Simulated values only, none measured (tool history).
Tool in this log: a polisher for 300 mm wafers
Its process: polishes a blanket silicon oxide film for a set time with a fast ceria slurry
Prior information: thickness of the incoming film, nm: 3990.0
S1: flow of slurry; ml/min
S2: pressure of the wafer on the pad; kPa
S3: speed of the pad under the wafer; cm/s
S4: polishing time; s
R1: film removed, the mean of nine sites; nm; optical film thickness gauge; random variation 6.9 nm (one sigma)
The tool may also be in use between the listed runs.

run	hour	S1	S2	S3	S4	R1
1	0.0	170	21.4	118	88	1971.30
2	2.4	170	21.4	118	92	2077.90
3	8.1	170	17.9	118	92	1752.10
4	15.4	170	20.7	118	92	2031.80
5	17.3	165	17.2	98	91	1376.40
6	19.9	185	17.2	98	91	1409.70
7	23.5	180	14.5	86	91	1056.70
8	25.8	175	13.1	80	91	885.93
9	29.5	160	11.7	78	91	761.52
10	36.4	145	11.7	78	91	764.56

Run 11 is up next; what results do you expect?
11	42.2	135	11.0	78	91	?

R1: 712.51 nm
